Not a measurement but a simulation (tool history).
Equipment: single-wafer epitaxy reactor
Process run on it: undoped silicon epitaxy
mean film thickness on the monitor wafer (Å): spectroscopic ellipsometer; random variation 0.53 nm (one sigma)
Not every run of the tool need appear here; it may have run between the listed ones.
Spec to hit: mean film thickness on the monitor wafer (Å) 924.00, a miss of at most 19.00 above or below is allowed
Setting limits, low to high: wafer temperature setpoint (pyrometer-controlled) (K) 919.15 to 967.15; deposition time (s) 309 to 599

run  hour  wafer temperature setpoint (pyrometer-controlled) (K)  deposition time (s)  mean film thickness on the monitor wafer (Å)
  1   0.0                                                 943.15                  454                                       1310.60
  2   3.6                                                 939.15                  453                                       1214.20
  3  11.2                                                 939.15                  484                                       1283.20
  4  12.8                                                 939.15                  528                                       1415.80
  5  14.4                                                 935.15                  526                                       1304.20
  6  22.4                                                 932.15                  523                                       1202.00
  7  30.9                                                 932.15                  523                                       1208.30
  8  35.8                                                 929.15                  522                                       1121.30
  9  40.7                                                 927.15                  522                                       1083.30
     48.0  -- pyrometer calibrated
 10  48.0                                                 925.15                  522                                        943.35

Pick the move, out of 5, that brings all results within their allowed miss; only one does.
  A  55.3                                                 920.15                  590                                             ?
  B  55.3                                                 930.15                  485                                             ?
  C  55.3                                                 924.15                  513                                             ?
  D  55.3                                                 926.15                  529                                             ?
  E  55.3                                                 926.15                  519                                             ?

move  mean film thickness on the monitor wafer (Å)
   A                                        973.29
   B                                        992.64
   C                                        923.03
   D                                        993.76
   E                                        974.98
A: further off than the last run
B: further off than the last run
C: all results land within tolerance of their targets
D: further off than the last run
E: further off than the last run
Move C is the one to make.
